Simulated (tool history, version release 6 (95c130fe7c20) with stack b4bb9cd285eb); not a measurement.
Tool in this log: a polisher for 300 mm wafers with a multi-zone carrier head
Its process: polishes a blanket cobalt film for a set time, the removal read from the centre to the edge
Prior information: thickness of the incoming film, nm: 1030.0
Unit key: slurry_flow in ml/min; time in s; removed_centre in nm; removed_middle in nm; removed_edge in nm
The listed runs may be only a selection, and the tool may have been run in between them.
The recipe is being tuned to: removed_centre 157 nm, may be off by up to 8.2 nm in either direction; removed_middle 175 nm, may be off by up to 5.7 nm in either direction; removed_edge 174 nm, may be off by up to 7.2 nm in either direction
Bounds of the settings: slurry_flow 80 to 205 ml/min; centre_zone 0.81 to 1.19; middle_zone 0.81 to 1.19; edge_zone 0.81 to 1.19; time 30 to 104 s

| run | hour | slurry_flow | centre_zone | middle_zone | edge_zone | time | removed_centre | removed_middle | removed_edge |
|---|---|---|---|---|---|---|---|---|---|
| 1 | 0 | 135 | 1 | 1 | 1 | 67 | 251.51 | 243.68 | 256.21 |
| 2 | 1.5 | 130 | 0.98 | 1 | 0.98 | 64 | 230.94 | 227.11 | 243.61 |
| 3 | 7.4 | 130 | 0.98 | 1.06 | 0.98 | 64 | 233.05 | 245.03 | 246.8 |
| 4 | 9.6 | 115 | 0.98 | 1.06 | 0.98 | 64 | 225.47 | 238.01 | 235.38 |
| 5 | 14.4 | 115 | 1.02 | 1.06 | 0.98 | 64 | 230.17 | 237.69 | 240.89 |
| 6 | 15.6 | 110 | 1 | 1.05 | 0.96 | 62 | 221.85 | 223.41 | 227.17 |
| 7 | 20.7 | 105 | 0.98 | 1.05 | 0.95 | 60 | 211.63 | 217.22 | 218.05 |
| 8 | 25.5 | 90 | 0.88 | 1 | 0.88 | 45 | 135.08 | 151.95 | 157.53 |
| 9 | 26.3 | 100 | 0.89 | 1.01 | 0.89 | 45 | 138.28 | 154.74 | 158.37 |
| 10 | 32.6 | 105 | 0.9 | 1.02 | 0.9 | 45 | 138.76 | 156.85 | 159.7 |
| 11 | 39.4 | 110 | 0.91 | 1.03 | 0.91 | 45 | 147.46 | 161.62 | 161.71 |
| 12 | 44.8 | 115 | 0.91 | 1.03 | 0.92 | 45 | 147.3 | 165.39 | 160.54 |
| 13 | 46.5 | 115 | 0.91 | 1.03 | 0.93 | 46 | 153.31 | 164.75 | 167.62 |
| 14 | 55.3 | 135 | 0.89 | 1.07 | 0.95 | 47 | 158.38 | 181.34 | 177.76 |

Which single option among these 5 for the next run brings every result within its allowed miss of target? Just one does.
| A | 64.1 | 120 | 0.86 | 0.86 | 1.09 | 50 | ? | ? | ? |
| B | 64.1 | 130 | 0.96 | 0.91 | 1.07 | 49 | ? | ? | ? |
| C | 64.1 | 120 | 0.83 | 1.05 | 1 | 50 | ? | ? | ? |
| D | 64.1 | 165 | 0.88 | 1.04 | 0.95 | 45 | ? | ? | ? |
| E | 64.1 | 125 | 0.9 | 1.03 | 1 | 50 | ? | ? | ? |

| move | removed_centre | removed_middle | removed_edge |
|---|---|---|---|
| A | 158.51 | 157 | 195.42 |
| B | 176.87 | 163.79 | 192.44 |
| C | 153.14 | 185.61 | 189.77 |
| D | 156.3 | 175.75 | 175.46 |
| E | 167.75 | 184.07 | 190.94 |
A: pushes the last run's worst result past its target
B: pushes the last run's worst result past its target
C: moves away from the targets compared with the last run
D: meets every target
E: moves away from the targets compared with the last run
So the answer is move D, the one that meets all the targets.
